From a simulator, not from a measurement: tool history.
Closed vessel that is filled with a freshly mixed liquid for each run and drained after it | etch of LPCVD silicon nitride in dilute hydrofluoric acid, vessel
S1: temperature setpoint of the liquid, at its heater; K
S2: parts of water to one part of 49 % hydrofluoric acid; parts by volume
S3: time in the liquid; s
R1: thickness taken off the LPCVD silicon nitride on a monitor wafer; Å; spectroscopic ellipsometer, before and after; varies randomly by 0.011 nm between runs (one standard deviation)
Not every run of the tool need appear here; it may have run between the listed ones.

run	hour	S1	S2	S3	R1
1	0.0	297.15	70	725	54.381
2	6.6	296.15	70	725	50.372
3	10.0	295.15	70	725	47.597
4	17.2	295.15	70	520	33.987
5	24.9	294.65	70	520	32.691
6	28.7	296.65	70	520	37.613

Forecast run 7:
7	37.2	295.65	70	520	?

Run 7 produced R1 35.052 Å.
